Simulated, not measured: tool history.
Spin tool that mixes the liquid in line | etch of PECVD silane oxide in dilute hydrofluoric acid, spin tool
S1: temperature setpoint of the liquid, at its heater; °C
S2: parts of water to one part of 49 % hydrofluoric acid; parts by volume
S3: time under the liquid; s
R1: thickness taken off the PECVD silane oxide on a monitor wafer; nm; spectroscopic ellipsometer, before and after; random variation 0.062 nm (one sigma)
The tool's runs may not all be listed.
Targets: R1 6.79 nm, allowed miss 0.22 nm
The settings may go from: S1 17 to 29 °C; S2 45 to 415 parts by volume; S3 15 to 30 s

run 1 hour=0 | S1=21 S2=230 S3=30 | R1=3.9946
run 2 hour=3.7 | S1=19 S2=230 S3=30 | R1=3.6913
run 3 hour=6.5 | S1=20.5 S2=220 S3=30 | R1=4.1326
run 4 hour=9 | S1=20.5 S2=270 S3=30 | R1=3.2237
run 5 hour=16.7 | S1=22 S2=255 S3=30 | R1=3.626
run 6 hour=24.4 | S1=23 S2=240 S3=30 | R1=4.039
run 7 hour=27.9 | S1=24 S2=230 S3=30 | R1=4.369
run 8 hour=33.2 | S1=24.5 S2=220 S3=30 | R1=4.758
run 9 hour=34.6 | S1=28.5 S2=180 S3=30 | R1=7.1399

Which of these 5 next moves meets every target?
run A hour=36 | S1=24.5 S2=150 S3=30 | R1=?
run B hour=36 | S1=23 S2=150 S3=30 | R1=?
run C hour=36 | S1=24 S2=150 S3=30 | R1=?
run D hour=36 | S1=29 S2=180 S3=30 | R1=?
run E hour=36 | S1=29 S2=190 S3=30 | R1=?

move=A R1=7.7377
move=B R1=7.3054
move=C R1=7.5915
move=D R1=7.3404
move=E R1=6.8695
A: further off than the last run
B: further off than the last run
C: further off than the last run
D: further off than the last run
E: meets every target
The right move is E.
